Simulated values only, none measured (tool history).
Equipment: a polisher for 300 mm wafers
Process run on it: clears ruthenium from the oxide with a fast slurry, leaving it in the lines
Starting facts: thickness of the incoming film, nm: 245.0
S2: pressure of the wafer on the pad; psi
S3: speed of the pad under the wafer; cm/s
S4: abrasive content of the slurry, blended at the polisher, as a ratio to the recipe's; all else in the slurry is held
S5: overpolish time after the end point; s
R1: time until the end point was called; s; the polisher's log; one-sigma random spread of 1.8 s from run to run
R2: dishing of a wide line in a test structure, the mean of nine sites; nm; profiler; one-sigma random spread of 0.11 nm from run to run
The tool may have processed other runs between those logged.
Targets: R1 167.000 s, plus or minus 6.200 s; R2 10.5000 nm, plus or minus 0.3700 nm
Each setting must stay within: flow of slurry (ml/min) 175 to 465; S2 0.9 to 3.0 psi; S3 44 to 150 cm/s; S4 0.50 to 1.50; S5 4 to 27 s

run 1 day=0.000 | flow_of_slurry_(ml/min)=295 S2=1.9 S3=96 S4=1.00 S5=14 | R1=79.610 R2=14.8640
run 2 day=0.188 | flow_of_slurry_(ml/min)=295 S2=1.9 S3=106 S4=1.00 S5=14 | R1=72.659 R2=15.2220
run 3 day=0.417 | flow_of_slurry_(ml/min)=350 S2=1.9 S3=106 S4=1.00 S5=14 | R1=71.449 R2=15.3540
run 4 day=0.708 | flow_of_slurry_(ml/min)=350 S2=1.9 S3=96 S4=1.00 S5=14 | R1=78.824 R2=14.7920
run 5 day=0.771 | flow_of_slurry_(ml/min)=350 S2=1.9 S3=84 S4=1.00 S5=14 | R1=89.729 R2=14.4430
run 6 day=0.879 | flow_of_slurry_(ml/min)=350 S2=1.7 S3=82 S4=1.00 S5=13 | R1=102.180 R2=13.4520
run 7 day=1.104 | flow_of_slurry_(ml/min)=350 S2=1.6 S3=82 S4=1.00 S5=12 | R1=103.750 R2=12.7490
run 8 day=1.212 | flow_of_slurry_(ml/min)=350 S2=1.5 S3=80 S4=1.00 S5=12 | R1=114.870 R2=12.2700
run 9 day=1.483 | flow_of_slurry_(ml/min)=350 S2=1.4 S3=80 S4=1.00 S5=12 | R1=121.140 R2=11.7990
run 10 day=1.596 | flow_of_slurry_(ml/min)=350 S2=0.9 S3=74 S4=1.00 S5=12 | R1=180.790 R2=9.6036

Which single option among these 5 for the next run brings every result within its allowed miss of target? Just one does.
run A day=1.708 | flow_of_slurry_(ml/min)=325 S2=1.0 S3=70 S4=0.95 S5=14 | R1=? R2=?
run B day=1.708 | flow_of_slurry_(ml/min)=360 S2=1.2 S3=66 S4=0.75 S5=14 | R1=? R2=?
run C day=1.708 | flow_of_slurry_(ml/min)=385 S2=0.9 S3=82 S4=1.00 S5=13 | R1=? R2=?
run D day=1.708 | flow_of_slurry_(ml/min)=370 S2=1.3 S3=56 S4=0.95 S5=14 | R1=? R2=?
run E day=1.708 | flow_of_slurry_(ml/min)=425 S2=1.0 S3=70 S4=0.90 S5=14 | R1=? R2=?

move=A R1=184.250 R2=10.3220
move=B R1=184.750 R2=10.3060
move=C R1=165.350 R2=10.5290
move=D R1=184.260 R2=10.3220
move=E R1=184.300 R2=10.3210
A: brings the last run's worst result on target, with another outside its allowed miss
B: brings the last run's worst result on target, with another outside its allowed miss
C: all results land within tolerance of their targets
D: brings the last run's worst result on target, with another outside its allowed miss
E: brings the last run's worst result on target, with another outside its allowed miss
Correct choice: C, which meets every target

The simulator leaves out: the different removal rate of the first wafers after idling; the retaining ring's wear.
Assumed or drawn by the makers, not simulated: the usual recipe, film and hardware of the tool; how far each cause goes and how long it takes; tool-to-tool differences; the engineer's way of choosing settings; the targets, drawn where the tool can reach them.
